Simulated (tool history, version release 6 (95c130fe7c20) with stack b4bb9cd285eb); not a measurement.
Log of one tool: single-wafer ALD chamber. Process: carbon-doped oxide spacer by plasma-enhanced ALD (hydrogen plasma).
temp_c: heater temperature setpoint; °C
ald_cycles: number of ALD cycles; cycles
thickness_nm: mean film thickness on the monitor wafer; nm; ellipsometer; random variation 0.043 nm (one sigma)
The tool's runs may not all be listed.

| run | hour | temp_c | ald_cycles | thickness_nm |
|---|---|---|---|---|
| 1 | 0.0 | 395 | 283 | 12.697 |
| 2 | 0.5 | 395 | 272 | 12.196 |
| 3 | 9.4 | 395 | 257 | 11.489 |
| 4 | 13.8 | 395 | 254 | 11.377 |
| 5 | 21.3 | 395 | 252 | 11.290 |
| 6 | 23.1 | 395 | 282 | 12.687 |
| 7 | 30.7 | 395 | 272 | 12.108 |
| 8 | 34.1 | 395 | 265 | 11.868 |
| 9 | 37.1 | 395 | 260 | 11.702 |

Forecast run 10:
| 10 | 41.3 | 395 | 255 | ? |

thickness_nm: 11.482 nm
